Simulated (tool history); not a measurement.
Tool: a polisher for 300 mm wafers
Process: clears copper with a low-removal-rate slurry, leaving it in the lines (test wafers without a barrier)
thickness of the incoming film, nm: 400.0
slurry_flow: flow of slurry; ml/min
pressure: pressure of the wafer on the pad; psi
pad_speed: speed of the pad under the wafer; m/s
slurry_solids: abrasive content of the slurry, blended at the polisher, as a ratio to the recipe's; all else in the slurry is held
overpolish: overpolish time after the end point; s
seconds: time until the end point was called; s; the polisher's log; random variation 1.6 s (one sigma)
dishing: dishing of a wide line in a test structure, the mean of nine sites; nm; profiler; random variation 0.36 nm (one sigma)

| run | hour | slurry_flow | pressure | pad_speed | slurry_solids | overpolish | seconds | dishing |
|---|---|---|---|---|---|---|---|---|
| 1 | 0 | 205 | 3.2 | 1.14 | 1 | 18 | 113.79 | 44.859 |
| 2 | 4.8 | 205 | 3 | 1.22 | 1 | 16 | 110.21 | 40.077 |
| 3 | 13.6 | 205 | 3.6 | 1.22 | 1 | 16 | 94.99 | 45.475 |
| 4 | 21.2 | 205 | 3.3 | 1.22 | 1 | 16 | 103.68 | 43.849 |
| 5 | 24.7 | 205 | 3.3 | 1.22 | 0.85 | 16 | 106.76 | 43.215 |
| 6 | 27.1 | 205 | 3.3 | 1 | 0.85 | 16 | 130.06 | 35.796 |
| 7 | 33 | 225 | 3.5 | 0.94 | 0.95 | 14 | 126.65 | 32.628 |
| 8 | 41.5 | 240 | 3.7 | 0.88 | 1.05 | 12 | 123.59 | 28.812 |
|  | 50.1 | slurry nozzle cleaned |
| 9 | 50.1 | 255 | 3.9 | 0.82 | 1.15 | 11 | 124.9 | 27.926 |
| 10 | 57 | 265 | 4.1 | 0.78 | 1.1 | 10 | 122.19 | 25.483 |
| 11 | 64.8 | 275 | 4.3 | 0.78 | 1 | 9 | 115.73 | 23.754 |
| 12 | 68.7 | 285 | 4.4 | 0.78 | 0.9 | 8 | 116.45 | 22.685 |
| 13 | 77.4 | 290 | 4.5 | 0.78 | 0.8 | 7 | 118.67 | 19.344 |

Run 14 comes next. What will it give?
| 14 | 80.5 | 295 | 4.6 | 0.8 | 0.75 | 7 | ? | ? |

Run 14 gave seconds 112.82 s, dishing 20.258 nm.
